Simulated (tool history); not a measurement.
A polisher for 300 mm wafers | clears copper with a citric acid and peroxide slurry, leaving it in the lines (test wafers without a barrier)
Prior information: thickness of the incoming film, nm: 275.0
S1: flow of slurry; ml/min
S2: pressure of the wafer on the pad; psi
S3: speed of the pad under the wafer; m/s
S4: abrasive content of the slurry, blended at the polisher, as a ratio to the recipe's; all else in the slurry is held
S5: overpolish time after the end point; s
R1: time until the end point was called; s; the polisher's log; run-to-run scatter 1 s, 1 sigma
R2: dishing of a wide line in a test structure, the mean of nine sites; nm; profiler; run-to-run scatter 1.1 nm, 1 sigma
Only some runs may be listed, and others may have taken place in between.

run	hour	S1	S2	S3	S4	S5	R1	R2
1	0	230	3.8	1.08	1	30	75.165	73.044
2	7.6	225	3.5	1.08	1	34	80.71	77.102
3	8.5	225	3.2	1.08	1	37	89.593	72.874
4	9.6	170	3.2	1.08	1	37	92.7	70.864
5	12.2	165	3.1	1.08	1	40	94.425	73.773
6	20.8	165	3.1	1.08	1	30	96.44	60.104
7	27.3	160	3	1.08	1	35	98.025	64.876
8	35.3	160	2.5	1.06	1	49	119.59	70.191
9	39.4	165	2.6	1.06	1	49	116.41	74.698
10	40.7	170	2.6	1.06	1	49	113.81	74.961

Run 11 is up next; what results do you expect?
11	44.2	175	2.6	1.06	1	49	?	?

Run 11 yielded R1 115.09 s, R2 74.632 nm.
